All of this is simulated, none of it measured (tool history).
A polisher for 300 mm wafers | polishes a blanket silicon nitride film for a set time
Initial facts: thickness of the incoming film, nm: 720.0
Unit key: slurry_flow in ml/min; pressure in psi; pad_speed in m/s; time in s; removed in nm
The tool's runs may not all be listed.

run,day,slurry_flow,pressure,pad_speed,time,removed
1,0.000,245,4.4,1.08,53,109.39
2,0.154,275,4.4,1.08,53,108.74
3,0.229,275,5.0,1.12,53,126.14
4,0.458,275,5.0,1.26,53,138.24
5,0.596,275,5.4,1.28,53,151.56
6,0.754,275,5.7,1.28,53,159.11

Run 7, settings as shown, results not yet in. Your forecast:
7,1.108,275,6.0,1.30,53,?

{"run 7": {"removed": 165.66}}
